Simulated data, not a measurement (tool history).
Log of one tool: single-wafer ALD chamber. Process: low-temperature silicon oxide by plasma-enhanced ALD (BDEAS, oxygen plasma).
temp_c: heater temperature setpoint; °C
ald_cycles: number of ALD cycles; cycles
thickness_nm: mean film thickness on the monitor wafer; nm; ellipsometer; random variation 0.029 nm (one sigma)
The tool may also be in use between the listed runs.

{"run": 1, "hour": 0.0, "temp_c": 115, "ald_cycles": 54, "thickness_nm": 7.1325}
{"run": 2, "hour": 7.3, "temp_c": 115, "ald_cycles": 47, "thickness_nm": 6.2194}
{"run": 3, "hour": 15.3, "temp_c": 115, "ald_cycles": 42, "thickness_nm": 5.573}
{"run": 4, "hour": 19.8, "temp_c": 121, "ald_cycles": 42, "thickness_nm": 5.4906}
{"run": 5, "hour": 22.3, "temp_c": 131, "ald_cycles": 42, "thickness_nm": 5.3377}
{"run": 6, "hour": 30.5, "temp_c": 138, "ald_cycles": 42, "thickness_nm": 5.3136}
{"run": 7, "hour": 32.1, "temp_c": 136, "ald_cycles": 48, "thickness_nm": 6.0402}
{"run": 8, "hour": 39.4, "temp_c": 136, "ald_cycles": 48, "thickness_nm": 6.0571}
{"run": 9, "hour": 47.6, "temp_c": 135, "ald_cycles": 52, "thickness_nm": 6.6025}
{"run": 10, "hour": 49.5, "temp_c": 134, "ald_cycles": 55, "thickness_nm": 6.9542}
{"run": 11, "hour": 55.5, "temp_c": 133, "ald_cycles": 58, "thickness_nm": 7.3511}
{"run": 12, "hour": 62.6, "temp_c": 133, "ald_cycles": 58, "thickness_nm": 7.3987}

The next listed run, before its measurement:
{"run": 13, "hour": 64.0, "temp_c": 132, "ald_cycles": 60, "thickness_nm": "?"}

thickness_nm: 7.6391 nm

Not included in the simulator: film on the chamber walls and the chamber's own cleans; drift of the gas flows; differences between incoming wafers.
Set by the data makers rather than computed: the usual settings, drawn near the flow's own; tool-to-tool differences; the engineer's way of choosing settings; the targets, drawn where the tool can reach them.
